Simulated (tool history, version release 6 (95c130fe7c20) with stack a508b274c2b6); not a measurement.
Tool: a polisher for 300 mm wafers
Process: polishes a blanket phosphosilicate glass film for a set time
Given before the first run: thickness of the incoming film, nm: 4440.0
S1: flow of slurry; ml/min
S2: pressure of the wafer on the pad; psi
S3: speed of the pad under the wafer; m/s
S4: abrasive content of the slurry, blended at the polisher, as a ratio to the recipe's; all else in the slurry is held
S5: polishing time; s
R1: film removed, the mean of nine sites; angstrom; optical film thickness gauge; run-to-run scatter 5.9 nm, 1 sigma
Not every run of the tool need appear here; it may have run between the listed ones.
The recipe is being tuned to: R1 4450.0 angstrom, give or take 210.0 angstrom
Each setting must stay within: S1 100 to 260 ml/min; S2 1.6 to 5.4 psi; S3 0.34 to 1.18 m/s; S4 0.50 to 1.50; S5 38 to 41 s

Run 1, hour 0.0: S1 165 ml/min, S2 3.5 psi, S3 0.76 m/s, S4 1.00, S5 41 s. Result: R1 3420.6 angstrom.
Run 2, hour 1.7: S1 125 ml/min, S2 3.5 psi, S3 0.76 m/s, S4 1.00, S5 41 s. Result: R1 3153.3 angstrom.
Run 3, hour 8.0: S1 125 ml/min, S2 3.5 psi, S3 0.76 m/s, S4 0.80, S5 41 s. Result: R1 2893.9 angstrom.
Run 4, hour 14.9: S1 130 ml/min, S2 3.6 psi, S3 0.76 m/s, S4 0.80, S5 41 s. Result: R1 2952.4 angstrom.
Run 5, hour 18.7: S1 135 ml/min, S2 3.7 psi, S3 0.76 m/s, S4 0.80, S5 41 s. Result: R1 3044.7 angstrom.
Run 6, hour 25.1: S1 135 ml/min, S2 3.7 psi, S3 0.76 m/s, S4 0.80, S5 38 s. Result: R1 2767.7 angstrom.
Run 7, hour 31.5: S1 140 ml/min, S2 3.9 psi, S3 0.76 m/s, S4 0.80, S5 38 s. Result: R1 2964.4 angstrom.
Run 8, hour 38.0: S1 145 ml/min, S2 4.1 psi, S3 0.76 m/s, S4 0.80, S5 38 s. Result: R1 3075.2 angstrom.
Run 9, hour 39.6: S1 150 ml/min, S2 4.2 psi, S3 0.76 m/s, S4 0.80, S5 38 s. Result: R1 3121.9 angstrom.
Run 10, hour 43.7: S1 150 ml/min, S2 4.3 psi, S3 0.78 m/s, S4 0.80, S5 38 s. Result: R1 3288.2 angstrom.
Run 11, hour 52.1: S1 150 ml/min, S2 4.4 psi, S3 0.78 m/s, S4 0.80, S5 38 s. Result: R1 3374.3 angstrom.
Run 12, hour 58.1: S1 150 ml/min, S2 4.5 psi, S3 0.78 m/s, S4 0.80, S5 38 s. Result: R1 3404.1 angstrom.
Run 13, hour 64.3: S1 150 ml/min, S2 4.6 psi, S3 0.78 m/s, S4 0.80, S5 38 s. Result: R1 3514.9 angstrom.
Run 14, hour 70.6: S1 150 ml/min, S2 4.7 psi, S3 0.78 m/s, S4 0.80, S5 38 s. Result: R1 3511.7 angstrom.
Run 15, hour 72.6: S1 155 ml/min, S2 4.8 psi, S3 0.78 m/s, S4 0.80, S5 38 s. Result: R1 3560.9 angstrom.
Run 16, hour 79.3: S1 155 ml/min, S2 4.9 psi, S3 0.80 m/s, S4 0.80, S5 38 s. Result: R1 3743.8 angstrom.
Run 17, hour 85.5: S1 155 ml/min, S2 5.0 psi, S3 0.80 m/s, S4 0.80, S5 38 s. Result: R1 3825.4 angstrom.
Run 18, hour 90.4: S1 160 ml/min, S2 5.2 psi, S3 0.84 m/s, S4 0.80, S5 38 s. Result: R1 4195.3 angstrom.
Run 19, hour 91.8: S1 160 ml/min, S2 5.2 psi, S3 0.84 m/s, S4 0.80, S5 38 s. Result: R1 4145.2 angstrom.
At hour 93.2: head pressure recalibrated.
Run 20, hour 93.2: S1 160 ml/min, S2 5.3 psi, S3 0.86 m/s, S4 0.80, S5 38 s. Result: R1 3981.1 angstrom.

Which of these 5 next moves meets every target?
Run A, hour 94.6: S1 165 ml/min, S2 5.4 psi, S3 0.84 m/s, S4 0.85, S5 41 s. Result: R1 ?.
Run B, hour 94.6: S1 175 ml/min, S2 5.3 psi, S3 0.66 m/s, S4 0.70, S5 40 s. Result: R1 ?.
Run C, hour 94.6: S1 170 ml/min, S2 3.9 psi, S3 0.96 m/s, S4 0.90, S5 38 s. Result: R1 ?.
Run D, hour 94.6: S1 175 ml/min, S2 5.1 psi, S3 0.90 m/s, S4 0.65, S5 41 s. Result: R1 ?.
Run E, hour 94.6: S1 170 ml/min, S2 4.9 psi, S3 0.84 m/s, S4 0.80, S5 40 s. Result: R1 ?.

move      R1
   A  4448.0
   B  3167.1
   C  3605.1
   D  3802.7
   E  3868.9
A: every result lands within tolerance
B: misses by more than the last run did
C: misses by more than the last run did
D: misses by more than the last run did
E: misses by more than the last run did
A meets every target.
